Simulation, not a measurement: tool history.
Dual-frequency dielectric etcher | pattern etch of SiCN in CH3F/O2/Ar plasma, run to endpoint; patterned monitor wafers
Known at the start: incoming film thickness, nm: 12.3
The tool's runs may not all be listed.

run,hour,source power (kW),bias power (kW),endpoint time (s)
1,0.0,0.430,0.056,35.454
2,2.2,0.400,0.055,36.155
3,8.7,0.370,0.054,37.324
4,13.3,0.360,0.054,37.400
5,15.6,0.360,0.062,35.249
6,20.6,0.330,0.060,36.423

What does the tool deliver on the next run?
7,28.8,0.310,0.059,?

Run 7 gave endpoint time (s) 37.151.
